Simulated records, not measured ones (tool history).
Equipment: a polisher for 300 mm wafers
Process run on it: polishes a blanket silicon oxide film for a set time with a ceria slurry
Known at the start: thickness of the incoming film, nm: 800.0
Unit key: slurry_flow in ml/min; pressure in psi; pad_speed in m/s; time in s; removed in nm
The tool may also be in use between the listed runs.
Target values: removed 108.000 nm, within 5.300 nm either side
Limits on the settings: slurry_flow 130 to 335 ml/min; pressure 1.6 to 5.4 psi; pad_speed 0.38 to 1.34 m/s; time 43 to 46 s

run	hour	slurry_flow	pressure	pad_speed	time	removed
1	0.0	215	3.5	0.86	43	209.950
2	0.6	215	3.2	0.84	43	193.710
3	8.2	215	3.2	0.84	43	192.600
4	10.2	215	3.2	0.66	43	154.960
5	17.8	245	3.2	0.66	43	154.200
6	23.4	245	3.2	0.66	43	154.590
7	26.8	245	3.0	0.66	43	143.310
8	32.5	245	2.9	0.66	43	139.460
9	39.5	245	2.8	0.66	43	136.660
10	46.0	245	2.7	0.66	43	129.360
11	47.1	245	2.1	0.64	43	99.724

Of the 5 settings listed for the next run, only one would bring every result within its allowed miss of target. Which one?
A	48.2	215	2.6	0.62	43	?
B	48.2	195	1.9	0.82	46	?
C	48.2	255	2.0	0.56	43	?
D	48.2	260	2.3	0.56	43	?
E	48.2	280	2.4	0.56	46	?

move	removed
A	115.000
B	118.440
C	82.374
D	94.242
E	105.610
A: takes the biggest miss from the last run beyond its target
B: takes the biggest miss from the last run beyond its target
C: the biggest miss grows against the last run
D: the biggest miss grows against the last run
E: all results land within tolerance of their targets
The right move is E.
